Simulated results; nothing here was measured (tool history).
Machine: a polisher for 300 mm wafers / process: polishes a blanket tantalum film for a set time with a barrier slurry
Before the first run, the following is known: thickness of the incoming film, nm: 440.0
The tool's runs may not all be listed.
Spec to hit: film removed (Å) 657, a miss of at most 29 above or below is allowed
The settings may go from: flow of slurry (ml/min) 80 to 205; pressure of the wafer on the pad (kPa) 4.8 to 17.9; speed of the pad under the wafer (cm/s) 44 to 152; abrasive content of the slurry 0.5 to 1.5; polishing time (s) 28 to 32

run,hour,flow of slurry (ml/min),pressure of the wafer on the pad (kPa),speed of the pad under the wafer (cm/s),abrasive content of the slurry,polishing time (s),film removed (Å)
1,0,135,11,98,1,32,398.17
2,3.9,135,12.4,98,1,32,452.66
3,10.6,135,13.1,98,1,32,476.41
4,14.3,135,13.8,98,1,32,486.76
5,23,135,13.8,106,1,32,542.78
6,30.4,135,14.5,106,1,32,563.35
7,34.4,135,15.2,106,1,32,587.32
8,41.5,140,15.9,106,1,32,612.23

Pick the move, out of 5, that brings all results within their allowed miss; only one does.
A,48.6,125,13.8,106,1.45,32,?
B,48.6,135,15.2,112,0.85,30,?
C,48.6,150,14.5,136,0.9,30,?
D,48.6,125,15.2,116,0.85,30,?
E,48.6,155,17.2,98,0.85,31,?

move,film removed (Å)
A,575.67
B,548.62
C,658.18
D,558.97
E,578.66
A: further off than the last run
B: further off than the last run
C: meets every target
D: further off than the last run
E: further off than the last run
The right move is C.
